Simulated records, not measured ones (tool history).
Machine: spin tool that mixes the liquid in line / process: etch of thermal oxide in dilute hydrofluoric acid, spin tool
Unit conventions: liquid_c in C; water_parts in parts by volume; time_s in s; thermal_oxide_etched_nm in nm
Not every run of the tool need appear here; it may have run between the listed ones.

run  hour  liquid_c  water_parts  time_s  thermal_oxide_etched_nm
  1   0.0      20.0          120      90                   2.7536
  2   0.8      23.0          120      90                   3.1412
  3   5.2      19.5          120      90                   2.7089
  4  11.3      19.0          135      90                   2.3020
  5  13.8      17.0          135      90                   2.1271
  6  16.4      17.0          145      90                   1.9472
  7  16.9      17.0          150      90                   1.8877

Run 8 has not been measured yet. What should we expect?
  8  23.0      17.0          150      90                        ?

{"run 8": {"thermal_oxide_etched_nm": 1.8936}}
